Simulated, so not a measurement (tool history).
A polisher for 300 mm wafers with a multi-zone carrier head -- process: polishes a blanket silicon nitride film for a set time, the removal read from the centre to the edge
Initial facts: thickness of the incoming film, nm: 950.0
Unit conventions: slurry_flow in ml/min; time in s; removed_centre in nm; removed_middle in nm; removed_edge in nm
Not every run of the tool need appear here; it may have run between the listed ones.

{"run": 1, "hour": 0.0, "slurry_flow": 250, "centre_zone": 1.0, "middle_zone": 1.0, "edge_zone": 1.0, "time": 31, "removed_centre": 53.777, "removed_middle": 55.727, "removed_edge": 54.214}
{"run": 2, "hour": 6.0, "slurry_flow": 250, "centre_zone": 1.0, "middle_zone": 1.0, "edge_zone": 1.0, "time": 24, "removed_centre": 42.071, "removed_middle": 43.59, "removed_edge": 41.923}
{"run": 3, "hour": 10.4, "slurry_flow": 250, "centre_zone": 0.95, "middle_zone": 1.0, "edge_zone": 1.0, "time": 24, "removed_centre": 39.933, "removed_middle": 42.058, "removed_edge": 41.688}
{"run": 4, "hour": 16.7, "slurry_flow": 250, "centre_zone": 0.95, "middle_zone": 1.0, "edge_zone": 1.0, "time": 28, "removed_centre": 46.566, "removed_middle": 50.169, "removed_edge": 49.011}
{"run": 5, "hour": 22.7, "slurry_flow": 250, "centre_zone": 0.95, "middle_zone": 1.0, "edge_zone": 1.0, "time": 22, "removed_centre": 36.558, "removed_middle": 39.005, "removed_edge": 38.486}
{"run": 6, "hour": 31.6, "slurry_flow": 260, "centre_zone": 0.99, "middle_zone": 1.01, "edge_zone": 1.04, "time": 27, "removed_centre": 46.35, "removed_middle": 48.927, "removed_edge": 48.46}
{"run": 7, "hour": 40.6, "slurry_flow": 280, "centre_zone": 1.04, "middle_zone": 1.03, "edge_zone": 1.08, "time": 30, "removed_centre": 55.132, "removed_middle": 54.799, "removed_edge": 54.192}
{"run": 8, "hour": 46.6, "slurry_flow": 270, "centre_zone": 1.05, "middle_zone": 1.04, "edge_zone": 1.09, "time": 33, "removed_centre": 61.198, "removed_middle": 60.575, "removed_edge": 60.14}
{"run": 9, "hour": 50.1, "slurry_flow": 275, "centre_zone": 1.05, "middle_zone": 1.05, "edge_zone": 1.11, "time": 35, "removed_centre": 64.913, "removed_middle": 65.908, "removed_edge": 64.3}
{"run": 10, "hour": 53.7, "slurry_flow": 280, "centre_zone": 1.05, "middle_zone": 1.05, "edge_zone": 1.13, "time": 36, "removed_centre": 67.167, "removed_middle": 66.382, "removed_edge": 66.294}
{"run": 11, "hour": 55.7, "slurry_flow": 280, "centre_zone": 1.05, "middle_zone": 1.05, "edge_zone": 1.13, "time": 36, "removed_centre": 66.688, "removed_middle": 66.529, "removed_edge": 66.932}
{"run": 12, "hour": 63.2, "slurry_flow": 280, "centre_zone": 1.06, "middle_zone": 1.06, "edge_zone": 1.14, "time": 37, "removed_centre": 68.846, "removed_middle": 69.485, "removed_edge": 69.375}
{"run": 13, "hour": 69.9, "slurry_flow": 290, "centre_zone": 1.07, "middle_zone": 1.07, "edge_zone": 1.15, "time": 38, "removed_centre": 71.278, "removed_middle": 71.822, "removed_edge": 70.766}
{"run": 14, "hour": 76.1, "slurry_flow": 290, "centre_zone": 1.07, "middle_zone": 1.07, "edge_zone": 1.16, "time": 39, "removed_centre": 73.573, "removed_middle": 74.626, "removed_edge": 73.939}

For run 15, what comes out?
{"run": 15, "hour": 82.7, "slurry_flow": 290, "centre_zone": 1.08, "middle_zone": 1.07, "edge_zone": 1.17, "time": 39, "removed_centre": "?", "removed_middle": "?", "removed_edge": "?"}

removed_centre: 75.076 nm
removed_middle: 74.740 nm
removed_edge: 72.288 nm

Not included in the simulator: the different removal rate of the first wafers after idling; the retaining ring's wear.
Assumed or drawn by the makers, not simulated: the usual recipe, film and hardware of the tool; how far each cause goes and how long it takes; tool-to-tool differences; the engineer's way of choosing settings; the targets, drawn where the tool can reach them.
